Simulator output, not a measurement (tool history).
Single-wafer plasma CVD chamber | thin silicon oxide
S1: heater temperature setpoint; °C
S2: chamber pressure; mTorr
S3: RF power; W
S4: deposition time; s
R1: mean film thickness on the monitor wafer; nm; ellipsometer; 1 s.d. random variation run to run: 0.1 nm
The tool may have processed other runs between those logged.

run,hour,S1,S2,S3,S4,R1
1,0.0,390,904,300,7.52,15.283
2,6.5,399,904,300,7.52,15.092
3,8.1,395,904,300,7.52,15.283
4,15.0,395,798,300,7.52,14.162
5,21.7,395,733,300,7.52,13.478
6,28.0,395,593,300,7.52,11.580

Predict the results of run 7:
7,36.4,395,669,300,7.52,?

Run 7 came out at R1 12.569 nm.
